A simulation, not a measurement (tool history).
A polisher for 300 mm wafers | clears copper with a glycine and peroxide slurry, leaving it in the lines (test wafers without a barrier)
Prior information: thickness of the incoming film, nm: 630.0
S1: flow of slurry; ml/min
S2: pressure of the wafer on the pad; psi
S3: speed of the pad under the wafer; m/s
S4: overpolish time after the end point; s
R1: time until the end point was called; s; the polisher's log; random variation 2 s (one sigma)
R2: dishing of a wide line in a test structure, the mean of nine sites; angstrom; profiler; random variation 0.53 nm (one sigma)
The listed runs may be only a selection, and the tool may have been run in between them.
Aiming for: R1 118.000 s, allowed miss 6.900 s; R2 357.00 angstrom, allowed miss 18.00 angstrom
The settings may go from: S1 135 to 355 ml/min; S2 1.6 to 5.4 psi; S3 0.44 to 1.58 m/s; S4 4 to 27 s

run	hour	S1	S2	S3	S4	R1	R2
1	0.0	225	3.5	1.00	14	81.370	634.21
2	3.5	225	3.3	1.00	13	83.947	587.55
3	5.9	225	2.9	1.00	13	92.513	543.79
4	9.7	225	2.0	1.00	13	123.140	411.23
5	13.6	225	2.0	1.00	12	125.050	390.86
6	21.0	225	2.0	0.78	12	142.810	364.02
7	28.9	225	2.1	0.80	11	133.990	348.08
8	37.5	225	2.1	0.80	11	135.570	348.18
9	42.2	225	2.7	0.82	9	109.080	348.74

Of the 4 settings listed for the next run, only one would bring every result within its allowed miss of target. Which one?
A	46.9	305	2.5	0.76	10	?	?
B	46.9	270	3.3	0.78	8	?	?
C	46.9	265	2.8	0.84	8	?	?
D	46.9	230	2.7	0.86	8	?	?

move	R1	R2
A	115.090	361.46
B	91.951	363.76
C	101.440	333.39
D	104.800	323.91
A: each result inside its tolerance
B: lands further from the targets than the last run did
C: lands further from the targets than the last run did
D: lands further from the targets than the last run did
So the answer is move A, the one that meets all the targets.

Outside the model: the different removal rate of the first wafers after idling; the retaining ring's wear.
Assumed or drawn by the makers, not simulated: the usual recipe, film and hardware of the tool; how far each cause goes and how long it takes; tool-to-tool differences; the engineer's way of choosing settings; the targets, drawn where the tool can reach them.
